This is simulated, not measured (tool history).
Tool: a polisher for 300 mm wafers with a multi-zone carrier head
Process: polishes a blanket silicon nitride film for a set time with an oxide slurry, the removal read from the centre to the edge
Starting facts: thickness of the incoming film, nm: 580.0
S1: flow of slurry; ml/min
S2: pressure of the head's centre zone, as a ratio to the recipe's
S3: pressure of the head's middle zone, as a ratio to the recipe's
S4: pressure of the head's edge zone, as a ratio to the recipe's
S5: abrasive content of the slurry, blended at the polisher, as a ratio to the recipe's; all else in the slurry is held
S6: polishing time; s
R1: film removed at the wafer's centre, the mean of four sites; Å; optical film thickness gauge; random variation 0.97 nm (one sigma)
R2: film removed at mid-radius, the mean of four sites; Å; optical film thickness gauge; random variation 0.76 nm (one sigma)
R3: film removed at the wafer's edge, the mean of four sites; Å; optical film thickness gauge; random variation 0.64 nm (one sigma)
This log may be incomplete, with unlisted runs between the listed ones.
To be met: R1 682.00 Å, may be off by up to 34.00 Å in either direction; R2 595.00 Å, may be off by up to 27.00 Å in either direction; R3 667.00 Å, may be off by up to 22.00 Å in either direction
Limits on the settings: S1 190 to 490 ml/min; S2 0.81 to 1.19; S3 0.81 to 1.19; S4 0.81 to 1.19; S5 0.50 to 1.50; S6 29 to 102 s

{"run": 1, "hour": 0.0, "S1": 315, "S2": 1.0, "S3": 1.0, "S4": 1.0, "S5": 1.0, "S6": 65, "R1": 539.5, "R2": 543.96, "R3": 542.63}
{"run": 2, "hour": 1.5, "S1": 315, "S2": 1.0, "S3": 1.0, "S4": 1.0, "S5": 1.0, "S6": 78, "R1": 644.08, "R2": 668.23, "R3": 643.94}
{"run": 3, "hour": 4.5, "S1": 315, "S2": 1.02, "S3": 0.96, "S4": 1.02, "S5": 1.0, "S6": 78, "R1": 643.73, "R2": 631.9, "R3": 646.65}
{"run": 4, "hour": 8.6, "S1": 240, "S2": 1.02, "S3": 0.96, "S4": 1.02, "S5": 1.0, "S6": 78, "R1": 631.93, "R2": 618.98, "R3": 647.1}
{"run": 5, "hour": 9.9, "S1": 240, "S2": 1.02, "S3": 0.96, "S4": 0.94, "S5": 1.0, "S6": 78, "R1": 623.32, "R2": 610.22, "R3": 619.05}
{"run": 6, "hour": 10.8, "S1": 240, "S2": 1.02, "S3": 0.96, "S4": 0.94, "S5": 1.0, "S6": 84, "R1": 668.62, "R2": 656.88, "R3": 667.1}
{"run": 7, "hour": 16.9, "S1": 235, "S2": 1.03, "S3": 0.93, "S4": 0.94, "S5": 1.0, "S6": 84, "R1": 677.55, "R2": 658.84, "R3": 675.58}
{"run": 8, "hour": 19.5, "S1": 245, "S2": 1.1, "S3": 0.83, "S4": 1.0, "S5": 0.85, "S6": 83, "R1": 658.33, "R2": 555.28, "R3": 645.31}
{"run": 9, "hour": 26.5, "S1": 250, "S2": 1.1, "S3": 0.85, "S4": 1.01, "S5": 0.85, "S6": 83, "R1": 663.57, "R2": 567.83, "R3": 649.21}
{"run": 10, "hour": 28.4, "S1": 255, "S2": 1.1, "S3": 0.86, "S4": 1.02, "S5": 0.85, "S6": 83, "R1": 674.23, "R2": 570.15, "R3": 642.24}

Below are 5 possible settings for the next run. Only one of them brings all results inside the allowed miss of their targets. Which is it?
{"run": "A", "hour": 30.3, "S1": 265, "S2": 1.08, "S3": 0.81, "S4": 1.06, "S5": 0.95, "S6": 78, "R1": "?", "R2": "?", "R3": "?"}
{"run": "B", "hour": 30.3, "S1": 305, "S2": 1.06, "S3": 0.86, "S4": 0.98, "S5": 1.0, "S6": 82, "R1": "?", "R2": "?", "R3": "?"}
{"run": "C", "hour": 30.3, "S1": 255, "S2": 1.19, "S3": 0.96, "S4": 1.03, "S5": 0.8, "S6": 82, "R1": "?", "R2": "?", "R3": "?"}
{"run": "D", "hour": 30.3, "S1": 240, "S2": 1.08, "S3": 0.89, "S4": 0.97, "S5": 0.9, "S6": 78, "R1": "?", "R2": "?", "R3": "?"}
{"run": "E", "hour": 30.3, "S1": 260, "S2": 1.18, "S3": 0.96, "S4": 0.97, "S5": 0.85, "S6": 79, "R1": "?", "R2": "?", "R3": "?"}

move=A R1=660.03 R2=523.72 R3=656.58
move=B R1=706.31 R2=595.52 R3=681.94
move=C R1=694.45 R2=591.83 R3=635.06
move=D R1=641.76 R2=550.38 R3=612.06
move=E R1=681.73 R2=584.47 R3=608.95
A: brings the last run's worst result on target, with another outside its allowed miss
B: in spec on every target
C: misses by more than the last run did
D: misses by more than the last run did
E: misses by more than the last run did
Move B is the one to make.

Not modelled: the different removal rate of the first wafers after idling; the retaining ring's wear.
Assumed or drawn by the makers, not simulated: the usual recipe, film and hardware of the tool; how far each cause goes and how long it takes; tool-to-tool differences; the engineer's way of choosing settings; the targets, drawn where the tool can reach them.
